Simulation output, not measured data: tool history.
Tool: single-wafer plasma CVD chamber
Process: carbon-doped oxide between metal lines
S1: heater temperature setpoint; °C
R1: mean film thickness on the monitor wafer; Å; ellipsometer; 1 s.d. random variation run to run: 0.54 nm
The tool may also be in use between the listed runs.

{"run": 1, "hour": 0.0, "S1": 375, "chamber pressure (Torr)": 3.89, "RF power (kW)": 0.635, "deposition time (s)": 22.7, "R1": 1253.6}
{"run": 2, "hour": 7.6, "S1": 375, "chamber pressure (Torr)": 3.89, "RF power (kW)": 0.585, "deposition time (s)": 22.7, "R1": 1188}
{"run": 3, "hour": 13.6, "S1": 375, "chamber pressure (Torr)": 3.29, "RF power (kW)": 0.585, "deposition time (s)": 22.7, "R1": 1164.5}
{"run": 4, "hour": 16.1, "S1": 372, "chamber pressure (Torr)": 3.73, "RF power (kW)": 0.63, "deposition time (s)": 22.7, "R1": 1248.9}
{"run": 5, "hour": 17.6, "S1": 372, "chamber pressure (Torr)": 3.73, "RF power (kW)": 0.63, "deposition time (s)": 23.4, "R1": 1292}
{"run": 6, "hour": 18.7, "S1": 372, "chamber pressure (Torr)": 3.73, "RF power (kW)": 0.59, "deposition time (s)": 23.4, "R1": 1237.9}
{"run": 7, "hour": 23.7, "S1": 370, "chamber pressure (Torr)": 4.08, "RF power (kW)": 0.62, "deposition time (s)": 23.4, "R1": 1301.7}

Run 8 is up next; what results do you expect?
{"run": 8, "hour": 30.1, "S1": 367, "chamber pressure (Torr)": 4.39, "RF power (kW)": 0.635, "deposition time (s)": 23.4, "R1": "?"}

For run 8 the tool returned R1 1346.2 Å.
